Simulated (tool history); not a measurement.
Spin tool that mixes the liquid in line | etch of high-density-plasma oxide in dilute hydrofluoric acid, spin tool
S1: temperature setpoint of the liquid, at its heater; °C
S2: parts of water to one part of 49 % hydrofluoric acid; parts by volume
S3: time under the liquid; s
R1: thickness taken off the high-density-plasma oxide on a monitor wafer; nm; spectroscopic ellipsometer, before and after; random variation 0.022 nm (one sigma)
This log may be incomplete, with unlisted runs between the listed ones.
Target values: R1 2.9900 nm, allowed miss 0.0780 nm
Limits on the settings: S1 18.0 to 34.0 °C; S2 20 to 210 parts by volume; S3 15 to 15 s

Run 1, day 0.000: S1 26.0 °C, S2 115 parts by volume, S3 15 s. Result: R1 1.4173 nm.
Run 2, day 0.033: S1 28.0 °C, S2 100 parts by volume, S3 15 s. Result: R1 1.7734 nm.
Run 3, day 0.138: S1 29.5 °C, S2 90 parts by volume, S3 15 s. Result: R1 2.0934 nm.
Run 4, day 0.458: S1 30.5 °C, S2 85 parts by volume, S3 15 s. Result: R1 2.3413 nm.
Run 5, day 0.642: S1 31.5 °C, S2 85 parts by volume, S3 15 s. Result: R1 2.4082 nm.
Run 6, day 0.717: S1 31.5 °C, S2 85 parts by volume, S3 15 s. Result: R1 2.4458 nm.
Run 7, day 0.758: S1 32.0 °C, S2 85 parts by volume, S3 15 s. Result: R1 2.4652 nm.
Run 8, day 0.875: S1 34.0 °C, S2 70 parts by volume, S3 15 s. Result: R1 3.3269 nm.
Run 9, day 1.054: S1 33.5 °C, S2 70 parts by volume, S3 15 s. Result: R1 3.2902 nm.
Run 10, day 1.221: S1 33.0 °C, S2 70 parts by volume, S3 15 s. Result: R1 3.2074 nm.

Which of these 4 next moves meets every target?
Run A, day 1.388: S1 34.0 °C, S2 80 parts by volume, S3 15 s. Result: R1 ?.
Run B, day 1.388: S1 33.5 °C, S2 75 parts by volume, S3 15 s. Result: R1 ?.
Run C, day 1.388: S1 33.0 °C, S2 80 parts by volume, S3 15 s. Result: R1 ?.
Run D, day 1.388: S1 31.0 °C, S2 65 parts by volume, S3 15 s. Result: R1 ?.

move      R1
   A  2.8911
   B  3.0517
   C  2.7861
   D  3.2545
A: moves the result that the last run missed by most past its target, out the other side
B: meets every target
C: moves the result that the last run missed by most past its target, out the other side
D: moves away from the targets compared with the last run
Move B is the one to make.

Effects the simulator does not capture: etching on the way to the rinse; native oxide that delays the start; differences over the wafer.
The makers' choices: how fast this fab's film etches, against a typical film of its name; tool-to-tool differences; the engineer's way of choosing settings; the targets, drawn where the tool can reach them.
